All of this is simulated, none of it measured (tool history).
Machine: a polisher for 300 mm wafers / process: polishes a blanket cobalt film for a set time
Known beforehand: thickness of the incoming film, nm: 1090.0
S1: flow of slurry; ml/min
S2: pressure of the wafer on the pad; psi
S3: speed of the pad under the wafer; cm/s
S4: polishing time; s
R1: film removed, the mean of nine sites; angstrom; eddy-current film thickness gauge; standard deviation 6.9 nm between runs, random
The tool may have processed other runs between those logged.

{"run": 1, "hour": 0.0, "S1": 195, "S2": 2, "S3": 106, "S4": 98, "R1": 4685.4}
{"run": 2, "hour": 1.7, "S1": 200, "S2": 2.2, "S3": 106, "S4": 98, "R1": 5233}
{"run": 3, "hour": 6.4, "S1": 205, "S2": 2.3, "S3": 106, "S4": 98, "R1": 5434}
{"run": 4, "hour": 13.6, "S1": 205, "S2": 2.4, "S3": 106, "S4": 98, "R1": 5705.4}
{"run": 5, "hour": 17.8, "S1": 205, "S2": 2.5, "S3": 106, "S4": 98, "R1": 5806.1}
{"run": 6, "hour": 23.6, "S1": 210, "S2": 2.6, "S3": 108, "S4": 98, "R1": 6251.3}
{"run": 7, "hour": 31.2, "S1": 210, "S2": 2.7, "S3": 108, "S4": 98, "R1": 6523.2}
{"run": 8, "hour": 38.9, "S1": 215, "S2": 2.8, "S3": 108, "S4": 98, "R1": 6773.3}
{"run": 9, "hour": 42.0, "S1": 215, "S2": 2.9, "S3": 108, "S4": 98, "R1": 6902.5}
{"run": 10, "hour": 46.2, "S1": 215, "S2": 2.9, "S3": 110, "S4": 98, "R1": 7028.5}
{"run": 11, "hour": 49.9, "S1": 215, "S2": 2.9, "S3": 112, "S4": 98, "R1": 7168.7}
{"hour": 57.5, "done": "worn pad replaced by a new one"}
{"run": 12, "hour": 57.5, "S1": 220, "S2": 3, "S3": 114, "S4": 98, "R1": 8587.8}
{"run": 13, "hour": 64.5, "S1": 215, "S2": 3, "S3": 114, "S4": 98, "R1": 8577.4}
{"run": 14, "hour": 65.5, "S1": 220, "S2": 3, "S3": 114, "S4": 98, "R1": 8635.1}

Expected results for the next run?
{"run": 15, "hour": 66.7, "S1": 215, "S2": 3, "S3": 114, "S4": 98, "R1": "?"}

{"run 15": {"R1": 8533.6}}
